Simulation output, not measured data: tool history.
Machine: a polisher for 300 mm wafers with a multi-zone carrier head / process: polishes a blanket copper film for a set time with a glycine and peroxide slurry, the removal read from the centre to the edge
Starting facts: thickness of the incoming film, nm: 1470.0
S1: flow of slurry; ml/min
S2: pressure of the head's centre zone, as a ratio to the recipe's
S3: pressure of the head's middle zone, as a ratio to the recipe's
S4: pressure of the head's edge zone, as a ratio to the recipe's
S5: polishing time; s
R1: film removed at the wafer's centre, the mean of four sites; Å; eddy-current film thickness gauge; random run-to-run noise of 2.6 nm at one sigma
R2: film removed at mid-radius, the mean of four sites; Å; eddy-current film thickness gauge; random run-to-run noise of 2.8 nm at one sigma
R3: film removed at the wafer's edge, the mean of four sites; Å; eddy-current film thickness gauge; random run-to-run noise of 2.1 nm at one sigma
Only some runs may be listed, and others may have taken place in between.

{"run": 1, "day": 0.0, "S1": 175, "S2": 1, "S3": 1, "S4": 1, "S5": 48, "R1": 2947.9, "R2": 2980.9, "R3": 2821.2}
{"run": 2, "day": 0.275, "S1": 175, "S2": 1, "S3": 1, "S4": 1.05, "S5": 48, "R1": 2997.3, "R2": 2985.2, "R3": 2886.6}
{"run": 3, "day": 0.312, "S1": 175, "S2": 1, "S3": 1.06, "S4": 1.05, "S5": 48, "R1": 2961.4, "R2": 3200.2, "R3": 2889.8}
{"run": 4, "day": 0.617, "S1": 175, "S2": 1, "S3": 0.99, "S4": 1.05, "S5": 48, "R1": 3007.3, "R2": 2980.3, "R3": 2914.9}
{"run": 5, "day": 0.829, "S1": 175, "S2": 0.93, "S3": 0.99, "S4": 1.05, "S5": 48, "R1": 2819.7, "R2": 2916.9, "R3": 2906.5}
{"run": 6, "day": 0.858, "S1": 175, "S2": 0.97, "S3": 0.99, "S4": 1.05, "S5": 48, "R1": 2907.5, "R2": 2976.6, "R3": 2894}

Run 7 comes next. What will it give?
{"run": 7, "day": 0.979, "S1": 175, "S2": 0.99, "S3": 0.97, "S4": 1.04, "S5": 48, "R1": "?", "R2": "?", "R3": "?"}

Run 7 measured R1 2972.4 Å, R2 2871.8 Å, R3 2914 Å.
